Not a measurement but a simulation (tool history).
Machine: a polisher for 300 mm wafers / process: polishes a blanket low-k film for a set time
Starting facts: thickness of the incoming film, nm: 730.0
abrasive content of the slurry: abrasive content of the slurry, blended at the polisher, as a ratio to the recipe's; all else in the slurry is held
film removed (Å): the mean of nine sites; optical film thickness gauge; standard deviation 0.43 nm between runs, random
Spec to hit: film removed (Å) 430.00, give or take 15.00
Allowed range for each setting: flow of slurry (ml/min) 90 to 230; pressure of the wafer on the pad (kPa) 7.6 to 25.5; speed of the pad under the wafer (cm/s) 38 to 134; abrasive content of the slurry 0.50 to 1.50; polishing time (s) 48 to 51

run  hour  flow of slurry (ml/min)  pressure of the wafer on the pad (kPa)  speed of the pad under the wafer (cm/s)  abrasive content of the slurry  polishing time (s)  film removed (Å)
  1   0.0                      150                                    16.5                                       86                            1.00                  48            239.91
  2   1.8                      180                                    16.5                                       86                            1.00                  48            242.96
  3   7.8                      180                                    16.5                                       86                            1.00                  48            245.46
  4   9.4                      180                                    18.6                                       86                            1.00                  48            275.64
  5  15.6                      180                                    18.6                                       86                            1.00                  48            273.86
  6  17.0                      180                                    20.0                                       88                            1.00                  48            297.04
  7  19.5                      180                                    21.4                                       90                            1.00                  48            329.80
  8  24.8                      180                                    22.1                                       90                            1.00                  48            333.36
  9  29.1                      180                                    22.8                                       92                            1.00                  48            356.23
 10  31.7                      180                                    23.4                                       92                            1.00                  48            361.82
 11  36.1                      180                                    24.1                                       94                            1.00                  48            381.05
 12  42.7                      180                                    24.1                                       96                            1.00                  48            381.05

Next run, 5 choices. One meets every target within its allowed miss, the rest don't. Which?
  A  49.3                      200                                    24.8                                       84                            1.15                  50                 ?
  B  49.3                      170                                    25.5                                       66                            1.15                  48                 ?
  C  49.3                      150                                    22.8                                      100                            0.85                  50                 ?
  D  49.3                      200                                    24.8                                       86                            0.90                  50                 ?
  E  49.3                      160                                    24.1                                      100                            1.15                  50                 ?

move  film removed (Å)
   A            405.27
   B            325.03
   C            358.87
   D            375.63
   E            432.34
A: an improvement on the last run, though not all results are within tolerance
B: lands further from the targets than the last run did
C: lands further from the targets than the last run did
D: lands further from the targets than the last run did
E: all results in spec
Correct choice: E, which meets every target
